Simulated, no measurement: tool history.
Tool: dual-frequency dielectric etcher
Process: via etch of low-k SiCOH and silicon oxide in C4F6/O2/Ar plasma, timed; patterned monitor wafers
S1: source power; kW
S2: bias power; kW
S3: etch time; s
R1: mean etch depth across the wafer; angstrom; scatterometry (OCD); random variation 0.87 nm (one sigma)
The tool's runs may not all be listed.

run  hour    S1     S2    S3      R1
  1     0   0.4  0.179  46.5  1318.9
  2   4.3  0.42  0.182  46.5  1353.7
  3   9.9  0.44  0.184  46.5  1409.6
  4  14.5   0.4  0.184  46.5  1338.4
  5  18.8  0.42  0.186  46.5  1389.3
  6  23.3  0.43  0.187  46.5  1401.5

Forecast run 7:
  7  31.2  0.44  0.188  46.5   ?

Run 7 gave R1 1413.8 angstrom.

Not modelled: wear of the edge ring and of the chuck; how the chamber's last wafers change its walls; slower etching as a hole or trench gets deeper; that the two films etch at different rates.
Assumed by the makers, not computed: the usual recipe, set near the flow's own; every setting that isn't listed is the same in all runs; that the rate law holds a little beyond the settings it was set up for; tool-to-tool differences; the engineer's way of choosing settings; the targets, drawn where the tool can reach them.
